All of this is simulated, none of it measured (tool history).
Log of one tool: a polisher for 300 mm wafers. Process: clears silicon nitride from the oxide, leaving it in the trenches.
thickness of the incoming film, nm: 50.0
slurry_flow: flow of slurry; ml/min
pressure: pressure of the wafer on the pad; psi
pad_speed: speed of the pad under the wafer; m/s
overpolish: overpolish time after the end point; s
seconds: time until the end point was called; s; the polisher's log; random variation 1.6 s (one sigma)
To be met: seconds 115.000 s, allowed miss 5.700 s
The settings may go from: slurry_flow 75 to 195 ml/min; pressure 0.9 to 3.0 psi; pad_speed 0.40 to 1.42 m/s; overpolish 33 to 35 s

| run | day | slurry_flow | pressure | pad_speed | overpolish | seconds |
|---|---|---|---|---|---|---|
| 1 | 0.000 | 125 | 1.9 | 0.90 | 33 | 99.668 |
| 2 | 0.121 | 125 | 2.4 | 0.90 | 33 | 79.701 |
| 3 | 0.254 | 125 | 2.4 | 0.90 | 33 | 80.454 |
| 4 | 0.454 | 125 | 2.4 | 0.90 | 35 | 78.512 |
|  | 0.575 | slurry nozzle cleaned |
| 5 | 0.575 | 125 | 2.4 | 0.90 | 33 | 71.123 |
| 6 | 0.808 | 95 | 2.4 | 0.90 | 33 | 77.857 |
| 7 | 1.021 | 95 | 2.3 | 0.90 | 33 | 80.782 |
| 8 | 1.067 | 95 | 2.2 | 0.90 | 33 | 83.645 |

Which of these 5 next moves meets every target?
| A | 1.112 | 90 | 1.7 | 0.88 | 35 | ? |
| B | 1.112 | 75 | 3.0 | 1.28 | 33 | ? |
| C | 1.112 | 80 | 1.8 | 0.70 | 35 | ? |
| D | 1.112 | 115 | 2.2 | 1.12 | 35 | ? |
| E | 1.112 | 100 | 2.4 | 0.72 | 35 | ? |

| move | seconds |
|---|---|
| A | 113.230 |
| B | 48.260 |
| C | 139.200 |
| D | 65.053 |
| E | 95.208 |
A: meets every target
B: further off than the last run
C: takes the result that was furthest off past its target
D: further off than the last run
E: nearer than the last run, and not there yet
The right move is A.
